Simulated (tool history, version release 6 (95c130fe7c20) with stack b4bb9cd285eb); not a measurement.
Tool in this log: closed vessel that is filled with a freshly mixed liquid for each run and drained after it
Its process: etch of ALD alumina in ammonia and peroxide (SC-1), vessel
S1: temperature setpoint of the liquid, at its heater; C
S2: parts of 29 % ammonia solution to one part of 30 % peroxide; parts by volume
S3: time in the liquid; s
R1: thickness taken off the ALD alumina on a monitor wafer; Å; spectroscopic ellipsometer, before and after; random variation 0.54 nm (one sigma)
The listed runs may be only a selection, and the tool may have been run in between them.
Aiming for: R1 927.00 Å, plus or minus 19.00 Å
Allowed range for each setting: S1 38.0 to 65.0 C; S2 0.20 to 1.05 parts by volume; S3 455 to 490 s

run	hour	S1	S2	S3	R1
1	0.0	49.0	0.55	455	446.39
2	1.5	52.5	0.55	455	542.29
3	4.0	55.0	0.55	455	612.19
4	9.1	57.0	0.55	455	681.37
5	15.9	58.5	0.55	455	740.75
6	25.2	58.5	0.45	455	733.72
7	30.3	59.5	0.45	455	764.90
8	34.9	60.5	0.45	455	804.49
9	39.5	61.0	0.45	455	827.01
10	41.4	61.5	0.45	455	847.19

Which single option among these 4 for the next run brings every result within its allowed miss of target? Just one does.
A	43.3	58.5	0.80	460	?
B	43.3	61.5	0.50	490	?
C	43.3	65.0	0.20	470	?
D	43.3	62.5	0.40	455	?

move	R1
A	782.18
B	929.69
C	974.94
D	889.20
A: the biggest miss grows against the last run
B: in spec on every target
C: takes the biggest miss from the last run beyond its target
D: better than the last run, though not everything is in spec
B meets every target.
